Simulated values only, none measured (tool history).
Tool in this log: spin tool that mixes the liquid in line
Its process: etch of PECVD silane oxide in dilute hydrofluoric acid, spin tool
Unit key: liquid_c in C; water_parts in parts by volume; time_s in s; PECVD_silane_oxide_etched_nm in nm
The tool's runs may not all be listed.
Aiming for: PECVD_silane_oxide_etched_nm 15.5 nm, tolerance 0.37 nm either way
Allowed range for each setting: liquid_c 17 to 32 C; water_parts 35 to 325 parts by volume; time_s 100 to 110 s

{"run": 1, "hour": 0.0, "liquid_c": 24, "water_parts": 180, "time_s": 100, "PECVD_silane_oxide_etched_nm": 25.893}
{"run": 2, "hour": 4.1, "liquid_c": 22.5, "water_parts": 190, "time_s": 100, "PECVD_silane_oxide_etched_nm": 23.274}
{"run": 3, "hour": 6.3, "liquid_c": 19, "water_parts": 190, "time_s": 100, "PECVD_silane_oxide_etched_nm": 20.157}
{"run": 4, "hour": 14.7, "liquid_c": 18.5, "water_parts": 195, "time_s": 100, "PECVD_silane_oxide_etched_nm": 19.106}
{"run": 5, "hour": 22.7, "liquid_c": 18.5, "water_parts": 195, "time_s": 110, "PECVD_silane_oxide_etched_nm": 21.137}
{"run": 6, "hour": 27.6, "liquid_c": 18, "water_parts": 205, "time_s": 110, "PECVD_silane_oxide_etched_nm": 19.26}
{"run": 7, "hour": 34.7, "liquid_c": 18, "water_parts": 210, "time_s": 110, "PECVD_silane_oxide_etched_nm": 18.846}
{"run": 8, "hour": 41.1, "liquid_c": 18, "water_parts": 215, "time_s": 110, "PECVD_silane_oxide_etched_nm": 18.189}
{"run": 9, "hour": 47.2, "liquid_c": 18, "water_parts": 215, "time_s": 110, "PECVD_silane_oxide_etched_nm": 18.376}
{"run": 10, "hour": 47.8, "liquid_c": 18, "water_parts": 220, "time_s": 110, "PECVD_silane_oxide_etched_nm": 17.772}
{"run": 11, "hour": 48.3, "liquid_c": 18, "water_parts": 225, "time_s": 110, "PECVD_silane_oxide_etched_nm": 17.506}
{"run": 12, "hour": 48.9, "liquid_c": 18, "water_parts": 230, "time_s": 110, "PECVD_silane_oxide_etched_nm": 17.01}
{"run": 13, "hour": 49.7, "liquid_c": 17.5, "water_parts": 235, "time_s": 110, "PECVD_silane_oxide_etched_nm": 16.092}
{"run": 14, "hour": 57.3, "liquid_c": 17, "water_parts": 235, "time_s": 110, "PECVD_silane_oxide_etched_nm": 15.938}

4 next moves are on the table. One of them brings every result within its allowed miss. Which?
{"run": "A", "hour": 64.9, "liquid_c": 19.5, "water_parts": 230, "time_s": 100, "PECVD_silane_oxide_etched_nm": "?"}
{"run": "B", "hour": 64.9, "liquid_c": 17, "water_parts": 220, "time_s": 105, "PECVD_silane_oxide_etched_nm": "?"}
{"run": "C", "hour": 64.9, "liquid_c": 18, "water_parts": 240, "time_s": 110, "PECVD_silane_oxide_etched_nm": "?"}
{"run": "D", "hour": 64.9, "liquid_c": 17, "water_parts": 220, "time_s": 100, "PECVD_silane_oxide_etched_nm": "?"}

move=A PECVD_silane_oxide_etched_nm=16.243
move=B PECVD_silane_oxide_etched_nm=16.331
move=C PECVD_silane_oxide_etched_nm=16.016
move=D PECVD_silane_oxide_etched_nm=15.553
A: misses by more than the last run did
B: misses by more than the last run did
C: misses by more than the last run did
D: all results in spec
D meets every target.

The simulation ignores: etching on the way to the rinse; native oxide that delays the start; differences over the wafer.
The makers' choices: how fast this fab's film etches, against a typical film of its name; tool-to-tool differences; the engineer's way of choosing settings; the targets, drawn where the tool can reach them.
